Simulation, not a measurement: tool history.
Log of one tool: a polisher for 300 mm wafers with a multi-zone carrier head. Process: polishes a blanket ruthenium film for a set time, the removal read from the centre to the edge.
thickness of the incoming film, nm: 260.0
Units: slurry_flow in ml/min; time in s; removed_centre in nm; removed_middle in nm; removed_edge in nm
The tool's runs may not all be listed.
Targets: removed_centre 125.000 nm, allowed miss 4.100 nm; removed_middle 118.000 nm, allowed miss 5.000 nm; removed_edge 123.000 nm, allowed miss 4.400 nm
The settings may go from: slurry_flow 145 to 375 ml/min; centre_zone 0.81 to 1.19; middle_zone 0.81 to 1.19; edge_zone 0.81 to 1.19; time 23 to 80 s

{"run": 1, "hour": 0.0, "slurry_flow": 240, "centre_zone": 1.0, "middle_zone": 1.0, "edge_zone": 1.0, "time": 51, "removed_centre": 81.99, "removed_middle": 82.708, "removed_edge": 85.927}
{"run": 2, "hour": 5.6, "slurry_flow": 240, "centre_zone": 1.0, "middle_zone": 0.95, "edge_zone": 1.0, "time": 51, "removed_centre": 81.646, "removed_middle": 80.503, "removed_edge": 84.929}
{"run": 3, "hour": 13.6, "slurry_flow": 250, "centre_zone": 1.03, "middle_zone": 0.99, "edge_zone": 1.03, "time": 54, "removed_centre": 90.79, "removed_middle": 87.168, "removed_edge": 89.9}
{"run": 4, "hour": 15.4, "slurry_flow": 250, "centre_zone": 1.03, "middle_zone": 0.99, "edge_zone": 1.0, "time": 54, "removed_centre": 90.421, "removed_middle": 89.716, "removed_edge": 88.307}
{"run": 5, "hour": 21.6, "slurry_flow": 250, "centre_zone": 1.03, "middle_zone": 0.99, "edge_zone": 1.0, "time": 44, "removed_centre": 73.16, "removed_middle": 71.341, "removed_edge": 73.332}
{"run": 6, "hour": 27.5, "slurry_flow": 250, "centre_zone": 1.03, "middle_zone": 0.99, "edge_zone": 1.03, "time": 44, "removed_centre": 73.933, "removed_middle": 72.29, "removed_edge": 74.398}
{"run": 7, "hour": 31.9, "slurry_flow": 245, "centre_zone": 1.03, "middle_zone": 0.99, "edge_zone": 1.04, "time": 50, "removed_centre": 83.282, "removed_middle": 80.357, "removed_edge": 85.299}
{"run": 8, "hour": 35.7, "slurry_flow": 245, "centre_zone": 1.04, "middle_zone": 1.01, "edge_zone": 1.06, "time": 54, "removed_centre": 89.332, "removed_middle": 91.932, "removed_edge": 93.892}
{"run": 9, "hour": 42.6, "slurry_flow": 300, "centre_zone": 1.14, "middle_zone": 0.97, "edge_zone": 1.16, "time": 65, "removed_centre": 123.96, "removed_middle": 107.83, "removed_edge": 117.68}
{"run": 10, "hour": 47.1, "slurry_flow": 300, "centre_zone": 1.14, "middle_zone": 0.98, "edge_zone": 1.16, "time": 65, "removed_centre": 123.18, "removed_middle": 108.14, "removed_edge": 118.41}

5 next moves are on the table. One of them brings every result within its allowed miss. Which?
{"run": "A", "hour": 51.6, "slurry_flow": 305, "centre_zone": 1.14, "middle_zone": 0.85, "edge_zone": 1.19, "time": 64, "removed_centre": "?", "removed_middle": "?", "removed_edge": "?"}
{"run": "B", "hour": 51.6, "slurry_flow": 325, "centre_zone": 1.11, "middle_zone": 1.15, "edge_zone": 1.11, "time": 66, "removed_centre": "?", "removed_middle": "?", "removed_edge": "?"}
{"run": "C", "hour": 51.6, "slurry_flow": 340, "centre_zone": 1.08, "middle_zone": 1.01, "edge_zone": 1.09, "time": 68, "removed_centre": "?", "removed_middle": "?", "removed_edge": "?"}
{"run": "D", "hour": 51.6, "slurry_flow": 235, "centre_zone": 1.11, "middle_zone": 1.08, "edge_zone": 1.19, "time": 66, "removed_centre": "?", "removed_middle": "?", "removed_edge": "?"}
{"run": "E", "hour": 51.6, "slurry_flow": 310, "centre_zone": 1.14, "middle_zone": 0.92, "edge_zone": 1.19, "time": 66, "removed_centre": "?", "removed_middle": "?", "removed_edge": "?"}

move=A removed_centre=122.750 removed_middle=94.191 removed_edge=117.380
move=B removed_centre=124.580 removed_middle=126.330 removed_edge=117.560
move=C removed_centre=125.490 removed_middle=117.150 removed_edge=120.880
move=D removed_centre=118.390 removed_middle=114.430 removed_edge=117.440
move=E removed_centre=126.940 removed_middle=103.920 removed_edge=121.120
A: further off than the last run
B: takes the result that was furthest off past its target
C: meets every target
D: brings the result that was furthest off to its target, and leaves another outside
E: further off than the last run
Answer: C

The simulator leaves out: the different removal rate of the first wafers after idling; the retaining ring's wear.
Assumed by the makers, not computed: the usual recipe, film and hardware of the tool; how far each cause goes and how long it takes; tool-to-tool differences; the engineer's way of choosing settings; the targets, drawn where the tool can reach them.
